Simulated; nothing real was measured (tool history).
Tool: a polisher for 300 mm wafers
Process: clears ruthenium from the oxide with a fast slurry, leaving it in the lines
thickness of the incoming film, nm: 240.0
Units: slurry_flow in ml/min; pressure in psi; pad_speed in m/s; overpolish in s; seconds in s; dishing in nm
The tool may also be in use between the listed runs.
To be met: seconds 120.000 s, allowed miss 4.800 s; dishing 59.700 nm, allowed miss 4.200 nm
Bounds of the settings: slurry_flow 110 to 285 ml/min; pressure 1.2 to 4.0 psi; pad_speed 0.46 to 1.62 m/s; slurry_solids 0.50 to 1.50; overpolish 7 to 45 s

run,hour,slurry_flow,pressure,pad_speed,slurry_solids,overpolish,seconds,dishing
1,0.0,180,2.6,1.04,1.00,23,68.286,65.361
2,4.6,180,2.6,0.86,1.00,23,81.620,57.617
3,6.1,140,2.6,0.86,1.00,23,88.115,55.129
4,11.1,140,2.6,0.98,1.00,23,76.875,62.069
5,16.3,140,2.5,0.98,1.00,24,80.858,62.143
6,20.2,140,2.5,0.98,1.00,20,79.944,51.964
7,27.5,140,2.4,0.98,1.00,21,83.706,54.932
8,30.7,140,2.3,0.98,1.00,22,86.034,52.360
9,36.1,135,2.2,0.98,1.00,24,90.508,57.080
10,41.5,135,2.1,0.98,1.00,25,95.976,54.460
11,49.2,135,2.0,0.98,1.00,26,98.810,56.078
12,56.6,135,1.9,0.98,1.00,27,103.440,52.632
13,57.2,135,1.9,0.98,1.00,28,103.890,55.047
14,64.3,135,1.9,0.98,1.00,29,104.600,57.782
15,69.8,135,1.9,0.98,1.00,30,104.580,56.617
16,70.8,135,1.9,0.98,1.00,31,104.990,60.444
17,76.2,125,1.8,0.98,1.00,33,110.380,59.648
18,78.3,120,1.6,0.98,1.00,36,124.660,58.504

5 next moves are on the table. One of them brings every result within its allowed miss. Which?
A,80.4,115,1.6,1.00,1.10,35,?,?
B,80.4,110,1.6,0.94,0.95,32,?,?
C,80.4,110,1.7,0.88,1.00,37,?,?
D,80.4,110,1.6,0.92,1.10,38,?,?
E,80.4,120,1.5,1.04,0.95,36,?,?

move,seconds,dishing
A,116.840,59.653
B,136.520,48.221
C,133.050,55.974
D,127.880,59.248
E,129.220,56.060
A: meets every target
B: further off than the last run
C: further off than the last run
D: further off than the last run
E: further off than the last run
Move A is the one to make.
